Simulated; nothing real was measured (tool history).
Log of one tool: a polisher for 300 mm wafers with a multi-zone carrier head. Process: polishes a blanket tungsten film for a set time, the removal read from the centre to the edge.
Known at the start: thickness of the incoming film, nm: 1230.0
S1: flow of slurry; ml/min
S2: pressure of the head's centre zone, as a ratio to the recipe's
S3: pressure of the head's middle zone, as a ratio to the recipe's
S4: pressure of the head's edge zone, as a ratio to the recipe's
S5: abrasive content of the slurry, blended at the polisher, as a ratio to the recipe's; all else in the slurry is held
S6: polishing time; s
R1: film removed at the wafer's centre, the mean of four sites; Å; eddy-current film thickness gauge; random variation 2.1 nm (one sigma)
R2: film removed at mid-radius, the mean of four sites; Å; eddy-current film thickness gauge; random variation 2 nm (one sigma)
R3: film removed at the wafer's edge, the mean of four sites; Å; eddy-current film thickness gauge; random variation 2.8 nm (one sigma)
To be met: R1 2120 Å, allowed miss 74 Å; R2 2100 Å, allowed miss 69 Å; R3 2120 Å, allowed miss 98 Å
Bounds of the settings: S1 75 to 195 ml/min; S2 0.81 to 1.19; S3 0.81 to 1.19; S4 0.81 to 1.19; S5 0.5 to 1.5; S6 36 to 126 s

run,hour,S1,S2,S3,S4,S5,S6,R1,R2,R3
1,0,125,1,1,1,1,81,2437.2,2454.3,2351.9
2,6.6,150,1,1,1,1,81,2571.6,2577.7,2472.7
3,9,150,1,1,1.07,1,81,2534.1,2577.7,2486
4,17.9,150,1,1.08,1.07,1,81,2599,2770.8,2520.6
5,22.5,135,1,1.04,1.05,0.95,81,2434.6,2618.1,2493.8
6,30.8,125,1,1.01,1.02,0.95,79,2352.8,2466.9,2337.1
7,37.4,115,1,0.98,1.01,0.95,78,2291.1,2301,2207.2
8,44.3,105,0.99,0.96,1.02,0.95,78,2188.6,2229.5,2233.2

4 next moves are on the table. One of them brings every result within its allowed miss. Which?
A,51.2,80,1.04,0.99,1,0.8,83,?,?,?
B,51.2,110,0.84,0.9,1.14,0.75,87,?,?,?
C,51.2,95,0.97,1,1.09,1.3,77,?,?,?
D,51.2,100,0.87,0.92,1.09,1.05,85,?,?,?

move,R1,R2,R3
A,2131.6,2120.4,2113.1
B,2058,2276.5,2503.8
C,2164.1,2295,2298.4
D,2117.8,2317.7,2476.5
A: meets every target
B: further off than the last run
C: further off than the last run
D: further off than the last run
Move A is the one to make.
